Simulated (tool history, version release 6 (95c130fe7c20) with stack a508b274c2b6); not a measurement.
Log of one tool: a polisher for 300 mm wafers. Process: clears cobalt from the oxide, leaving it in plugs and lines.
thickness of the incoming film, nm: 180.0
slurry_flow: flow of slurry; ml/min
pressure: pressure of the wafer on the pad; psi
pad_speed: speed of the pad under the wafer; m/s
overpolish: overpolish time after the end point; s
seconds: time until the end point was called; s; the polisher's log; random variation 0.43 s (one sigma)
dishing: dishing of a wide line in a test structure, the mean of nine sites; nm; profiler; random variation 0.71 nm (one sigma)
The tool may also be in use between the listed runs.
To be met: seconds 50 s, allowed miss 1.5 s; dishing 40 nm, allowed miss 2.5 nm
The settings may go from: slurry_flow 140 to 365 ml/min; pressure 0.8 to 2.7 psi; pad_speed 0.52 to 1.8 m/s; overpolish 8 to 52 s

run	hour	slurry_flow	pressure	pad_speed	overpolish	seconds	dishing
1	0	235	1.7	1.16	26	43.03	64.977
2	1.8	235	1.7	0.92	26	54.778	53.842
3	10.7	235	1.7	1.02	26	49.69	60.207
4	14	235	1.7	1.02	24	50.012	56.65
5	22.7	235	1.7	0.74	24	67.03	45.271
6	30.9	235	1.4	0.74	24	80.858	38.432
7	39.8	235	1.5	0.74	22	75.849	39.93
8	45.2	250	2	0.88	9	49.101	26.619
9	50.7	245	2	0.88	10	48.974	29.823
10	53	245	2	0.88	10	48.901	30.111
11	55.3	240	2	0.88	11	49.313	30.532
12	61.6	240	2	0.88	24	48.938	57.023
13	70.3	240	2	0.88	23	48.595	55.448
14	72.2	240	2	0.88	22	49.434	53.185
15	79.7	240	2	0.88	21	48.797	52.953
16	83.5	245	2	0.88	20	48.653	51.103
17	84.8	240	2	0.88	20	48.881	50.646
18	86.4	230	2	0.88	8	49.727	24.207
19	90.4	275	1.9	0.88	18	51.008	45.438
20	93.1	270	1.9	0.88	18	50.819	45.073

4 next moves are on the table. One of them brings every result within its allowed miss. Which?
A	95.8	285	2.1	0.76	20	?	?
B	95.8	295	1.9	0.92	22	?	?
C	95.8	260	2.1	0.82	15	?	?
D	95.8	285	1.9	0.86	24	?	?

move	seconds	dishing
A	53.438	47.172
B	48.737	53.591
C	50.108	40.008
D	52.157	54.291
A: further off than the last run
B: further off than the last run
C: meets every target
D: further off than the last run
Move C is the one to make.

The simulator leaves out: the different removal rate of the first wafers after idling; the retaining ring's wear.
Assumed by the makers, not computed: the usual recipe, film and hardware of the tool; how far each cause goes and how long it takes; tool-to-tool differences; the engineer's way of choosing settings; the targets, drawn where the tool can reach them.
